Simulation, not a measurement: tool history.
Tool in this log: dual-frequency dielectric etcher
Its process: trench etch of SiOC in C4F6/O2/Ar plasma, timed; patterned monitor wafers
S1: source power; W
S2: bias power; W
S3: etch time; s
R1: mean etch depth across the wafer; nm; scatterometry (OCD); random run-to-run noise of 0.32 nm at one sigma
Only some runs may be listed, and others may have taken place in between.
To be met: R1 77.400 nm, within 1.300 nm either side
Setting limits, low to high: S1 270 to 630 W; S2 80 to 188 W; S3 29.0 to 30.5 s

run    day   S1   S2    S3      R1
  1  0.000  450  134  29.0  68.223
  2  0.362  450  113  29.0  65.692
  3  0.429  470  114  29.0  66.960
  4  0.675  470  137  29.0  69.953
  5  0.771  470  137  29.0  69.752
  6  1.038  480  138  29.0  70.116
  7  1.092  490  139  29.0  71.212
  8  1.167  500  140  29.0  71.431
  9  1.262  510  141  29.0  72.341
 10  1.588  520  142  29.0  72.507
 11  1.738  530  143  29.0  73.908
 12  1.812  540  143  29.0  73.778
 13  2.104  550  144  29.0  74.842

Of the 4 settings listed for the next run, only one would bring every result within its allowed miss of target. Which one?
  A  2.396  560  123  29.5   ?
  B  2.396  550  167  29.0   ?
  C  2.396  570  149  30.5   ?
  D  2.396  530  139  29.5   ?

move      R1
   A  73.641
   B  77.194
   C  80.045
   D  74.137
A: misses by more than the last run did
B: each result inside its tolerance
C: takes the result that was furthest off past its target
D: misses by more than the last run did
The move that meets every target is B.
